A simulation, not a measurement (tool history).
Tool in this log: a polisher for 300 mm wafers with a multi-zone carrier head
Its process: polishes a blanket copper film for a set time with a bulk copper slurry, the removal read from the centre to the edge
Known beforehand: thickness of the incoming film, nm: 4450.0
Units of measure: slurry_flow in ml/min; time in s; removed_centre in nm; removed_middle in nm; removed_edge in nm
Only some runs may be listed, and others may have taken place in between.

{"run": 1, "hour": 0.0, "slurry_flow": 255, "centre_zone": 1, "middle_zone": 1, "edge_zone": 1, "slurry_solids": 1, "time": 56, "removed_centre": 726.33, "removed_middle": 752.18, "removed_edge": 725.52}
{"run": 2, "hour": 5.9, "slurry_flow": 265, "centre_zone": 1.03, "middle_zone": 1.02, "edge_zone": 1.01, "slurry_solids": 1.1, "time": 57, "removed_centre": 789.35, "removed_middle": 802.04, "removed_edge": 756.01}
{"run": 3, "hour": 9.0, "slurry_flow": 265, "centre_zone": 1.03, "middle_zone": 1.02, "edge_zone": 1.01, "slurry_solids": 1.1, "time": 50, "removed_centre": 702.11, "removed_middle": 697.44, "removed_edge": 675.97}
{"run": 4, "hour": 13.4, "slurry_flow": 265, "centre_zone": 1.03, "middle_zone": 1.02, "edge_zone": 1.01, "slurry_solids": 1.1, "time": 60, "removed_centre": 851.82, "removed_middle": 841.17, "removed_edge": 812.84}
{"run": 5, "hour": 19.1, "slurry_flow": 265, "centre_zone": 1.03, "middle_zone": 1.02, "edge_zone": 0.98, "slurry_solids": 1.1, "time": 60, "removed_centre": 830.78, "removed_middle": 841.58, "removed_edge": 799.65}
{"run": 6, "hour": 20.8, "slurry_flow": 275, "centre_zone": 1.05, "middle_zone": 1.04, "edge_zone": 0.99, "slurry_solids": 1.15, "time": 60, "removed_centre": 864.94, "removed_middle": 860.36, "removed_edge": 819.07}

Run 7 comes next. What will it give?
{"run": 7, "hour": 22.3, "slurry_flow": 335, "centre_zone": 1.15, "middle_zone": 1.14, "edge_zone": 0.97, "slurry_solids": 1.4, "time": 64, "removed_centre": "?", "removed_middle": "?", "removed_edge": "?"}

removed_centre: 1076.7 nm
removed_middle: 1041.9 nm
removed_edge: 906.66 nm

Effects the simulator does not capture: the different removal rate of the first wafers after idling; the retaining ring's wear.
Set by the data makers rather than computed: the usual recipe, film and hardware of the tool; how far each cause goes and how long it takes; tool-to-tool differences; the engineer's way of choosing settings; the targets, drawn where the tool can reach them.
